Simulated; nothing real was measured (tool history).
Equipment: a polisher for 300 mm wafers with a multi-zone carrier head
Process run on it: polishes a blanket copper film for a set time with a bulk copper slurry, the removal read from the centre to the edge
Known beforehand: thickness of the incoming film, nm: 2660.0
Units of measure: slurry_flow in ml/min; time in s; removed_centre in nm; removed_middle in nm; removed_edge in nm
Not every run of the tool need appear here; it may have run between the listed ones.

run	hour	slurry_flow	centre_zone	middle_zone	edge_zone	slurry_solids	time	removed_centre	removed_middle	removed_edge
1	0.0	150	1.00	1.00	1.00	1.00	76	531.27	527.26	535.03
2	6.2	150	1.08	1.00	1.00	1.00	76	561.83	538.51	549.24
3	13.9	155	1.09	0.99	1.04	1.10	77	575.30	544.04	582.65
4	22.9	165	1.11	0.99	1.06	1.20	78	615.40	574.22	597.02
5	28.4	165	1.11	1.04	1.06	1.20	78	617.15	587.79	595.15
6	32.5	165	1.11	1.04	1.14	1.20	78	608.98	593.69	621.05
7	38.0	165	1.11	1.02	1.15	1.25	80	638.34	601.46	651.37
8	39.9	170	1.10	1.01	1.16	1.30	81	647.50	616.46	653.46
9	44.4	160	1.11	1.00	1.17	1.30	83	659.76	625.96	697.68
# hour 51.2: worn pad replaced by a new one
10	51.2	150	1.15	0.98	1.19	1.45	84	785.60	710.94	776.22
11	54.3	150	1.13	0.96	1.19	1.45	84	768.34	696.20	787.67
12	57.8	155	1.12	0.95	1.18	1.45	84	770.20	692.18	775.75

Run 13 is up next; what results do you expect?
13	60.3	155	1.12	0.95	1.18	1.45	84	?	?	?

{"run 13": {"removed_centre": 754.68, "removed_middle": 693.09, "removed_edge": 805.59}}
